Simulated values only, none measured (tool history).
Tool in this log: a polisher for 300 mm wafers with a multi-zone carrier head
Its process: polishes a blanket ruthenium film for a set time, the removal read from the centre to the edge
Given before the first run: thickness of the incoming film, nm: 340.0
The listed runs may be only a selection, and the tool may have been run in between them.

run,hour,flow of slurry (ml/min),pressure of the head's centre zone,pressure of the head's middle zone,pressure of the head's edge zone,polishing time (s),film removed at the wafer's centre (Å),film removed at mid-radius (Å),film removed at the wafer's edge (Å)
1,0.0,280,1.00,1.00,1.00,52,897.97,961.13,926.46
2,6.4,325,1.00,1.00,1.00,52,921.84,966.90,952.43
3,10.1,325,1.00,1.00,0.95,52,922.54,976.55,911.53
4,16.1,305,0.95,0.99,0.92,51,835.32,939.42,890.74
5,23.3,290,0.93,1.00,0.89,50,821.89,927.99,870.15
6,31.1,290,0.93,1.00,0.81,50,819.24,925.25,825.75
7,35.9,290,0.91,1.02,0.81,48,766.31,913.56,788.75
8,37.0,285,0.89,1.02,0.81,47,731.59,902.33,774.45
9,41.1,280,0.88,1.02,0.81,47,718.37,894.15,752.93
10,43.1,270,0.87,1.01,0.82,47,705.96,886.06,772.50
11,48.4,265,0.87,1.01,0.82,47,705.91,882.14,769.11
12,55.9,260,0.87,1.01,0.82,47,709.95,862.95,771.53

Run 13 is up next; what results do you expect?
13,60.2,260,0.86,1.02,0.82,47,?,?,?

film removed at the wafer's centre (Å): 705.38
film removed at mid-radius (Å): 882.78
film removed at the wafer's edge (Å): 763.16
